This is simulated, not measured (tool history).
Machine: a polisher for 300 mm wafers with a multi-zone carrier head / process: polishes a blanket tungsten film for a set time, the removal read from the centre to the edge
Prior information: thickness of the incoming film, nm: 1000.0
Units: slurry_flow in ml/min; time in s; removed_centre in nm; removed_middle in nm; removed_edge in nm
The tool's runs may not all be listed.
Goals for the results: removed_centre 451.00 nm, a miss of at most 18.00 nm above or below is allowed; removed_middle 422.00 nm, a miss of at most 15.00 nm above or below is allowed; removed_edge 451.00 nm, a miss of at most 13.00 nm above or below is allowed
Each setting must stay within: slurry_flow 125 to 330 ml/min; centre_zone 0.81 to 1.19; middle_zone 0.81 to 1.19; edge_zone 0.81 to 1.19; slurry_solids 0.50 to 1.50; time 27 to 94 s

Run 1, day 0.000: slurry_flow 210 ml/min, centre_zone 1.00, middle_zone 1.00, edge_zone 1.00, slurry_solids 1.00, time 60 s. Result: removed_centre 361.79 nm, removed_middle 367.40 nm, removed_edge 384.28 nm.
Run 2, day 0.167: slurry_flow 230 ml/min, centre_zone 1.00, middle_zone 1.00, edge_zone 1.00, slurry_solids 1.00, time 60 s. Result: removed_centre 369.03 nm, removed_middle 373.53 nm, removed_edge 389.42 nm.
Run 3, day 0.517: slurry_flow 235 ml/min, centre_zone 1.01, middle_zone 1.00, edge_zone 1.02, slurry_solids 1.00, time 60 s. Result: removed_centre 385.80 nm, removed_middle 369.92 nm, removed_edge 395.21 nm.
Run 4, day 0.879: slurry_flow 185 ml/min, centre_zone 1.01, middle_zone 1.00, edge_zone 1.02, slurry_solids 1.00, time 60 s. Result: removed_centre 354.23 nm, removed_middle 354.37 nm, removed_edge 380.79 nm.
Run 5, day 1.100: slurry_flow 200 ml/min, centre_zone 1.01, middle_zone 1.01, edge_zone 1.03, slurry_solids 1.00, time 60 s. Result: removed_centre 364.55 nm, removed_middle 370.35 nm, removed_edge 387.62 nm.
Run 6, day 1.342: slurry_flow 200 ml/min, centre_zone 1.01, middle_zone 0.94, edge_zone 1.03, slurry_solids 1.00, time 60 s. Result: removed_centre 370.36 nm, removed_middle 342.36 nm, removed_edge 389.47 nm.
Run 7, day 1.525: slurry_flow 210 ml/min, centre_zone 1.01, middle_zone 0.95, edge_zone 1.04, slurry_solids 1.00, time 60 s. Result: removed_centre 377.02 nm, removed_middle 349.03 nm, removed_edge 393.07 nm.
Run 8, day 1.871: slurry_flow 220 ml/min, centre_zone 1.01, middle_zone 0.96, edge_zone 1.05, slurry_solids 1.00, time 60 s. Result: removed_centre 375.97 nm, removed_middle 356.24 nm, removed_edge 397.11 nm.
Run 9, day 1.996: slurry_flow 230 ml/min, centre_zone 1.02, middle_zone 0.97, edge_zone 1.06, slurry_solids 1.00, time 60 s. Result: removed_centre 383.17 nm, removed_middle 359.11 nm, removed_edge 400.94 nm.
Run 10, day 2.171: slurry_flow 240 ml/min, centre_zone 1.03, middle_zone 0.98, edge_zone 1.07, slurry_solids 1.00, time 60 s. Result: removed_centre 389.78 nm, removed_middle 366.34 nm, removed_edge 402.80 nm.
Run 11, day 2.425: slurry_flow 240 ml/min, centre_zone 1.03, middle_zone 0.98, edge_zone 1.07, slurry_solids 1.00, time 60 s. Result: removed_centre 377.76 nm, removed_middle 364.13 nm, removed_edge 403.89 nm.

Pick the move, out of 5, that brings all results within their allowed miss; only one does.
Run A, day 2.679: slurry_flow 260 ml/min, centre_zone 1.10, middle_zone 0.81, edge_zone 1.12, slurry_solids 1.25, time 60 s. Result: removed_centre ?, removed_middle ?, removed_edge ?.
Run B, day 2.679: slurry_flow 245 ml/min, centre_zone 0.91, middle_zone 1.19, edge_zone 0.97, slurry_solids 0.95, time 59 s. Result: removed_centre ?, removed_middle ?, removed_edge ?.
Run C, day 2.679: slurry_flow 245 ml/min, centre_zone 1.06, middle_zone 1.00, edge_zone 1.05, slurry_solids 1.10, time 65 s. Result: removed_centre ?, removed_middle ?, removed_edge ?.
Run D, day 2.679: slurry_flow 245 ml/min, centre_zone 0.99, middle_zone 0.85, edge_zone 1.01, slurry_solids 0.95, time 77 s. Result: removed_centre ?, removed_middle ?, removed_edge ?.
Run E, day 2.679: slurry_flow 210 ml/min, centre_zone 0.98, middle_zone 0.96, edge_zone 1.14, slurry_solids 1.05, time 54 s. Result: removed_centre ?, removed_middle ?, removed_edge ?.

move  removed_centre  removed_middle  removed_edge
   A          444.30          336.67        446.74
   B          331.24          419.68        372.90
   C          443.80          415.66        447.42
   D          469.50          412.03        498.75
   E          328.09          322.28        376.82
A: the furthest-off result lands on target, but another misses its tolerance
B: further off than the last run
C: meets every target
D: moves the result that the last run missed by most past its target, out the other side
E: further off than the last run
The move that meets every target is C.

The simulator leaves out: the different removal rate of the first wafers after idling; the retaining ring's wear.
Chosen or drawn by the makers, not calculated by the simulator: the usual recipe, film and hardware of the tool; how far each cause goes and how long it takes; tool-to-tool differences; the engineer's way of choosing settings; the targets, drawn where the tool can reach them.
